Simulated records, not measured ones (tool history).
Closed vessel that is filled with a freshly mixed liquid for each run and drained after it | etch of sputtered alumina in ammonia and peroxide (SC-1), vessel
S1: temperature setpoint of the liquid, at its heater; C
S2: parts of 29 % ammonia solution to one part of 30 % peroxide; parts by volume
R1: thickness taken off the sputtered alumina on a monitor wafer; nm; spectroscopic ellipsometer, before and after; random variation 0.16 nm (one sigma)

Run 1, hour 0.0: S1 49.0 C, S2 0.45 parts by volume, time in the liquid (s) 1285. Result: R1 53.634 nm.
Run 2, hour 2.5: S1 44.0 C, S2 0.45 parts by volume, time in the liquid (s) 1285. Result: R1 40.177 nm.
Run 3, hour 3.9: S1 44.5 C, S2 0.45 parts by volume, time in the liquid (s) 1285. Result: R1 41.388 nm.
Run 4, hour 5.8: S1 44.5 C, S2 0.45 parts by volume, time in the liquid (s) 1380. Result: R1 44.289 nm.
Run 5, hour 9.2: S1 41.5 C, S2 0.45 parts by volume, time in the liquid (s) 1380. Result: R1 37.352 nm.
Run 6, hour 10.2: S1 41.5 C, S2 0.50 parts by volume, time in the liquid (s) 1380. Result: R1 37.835 nm.

The next listed run, before its measurement:
Run 7, hour 11.4: S1 42.0 C, S2 0.50 parts by volume, time in the liquid (s) 1380. Result: R1 ?.

{"run 7": {"R1": 38.827}}
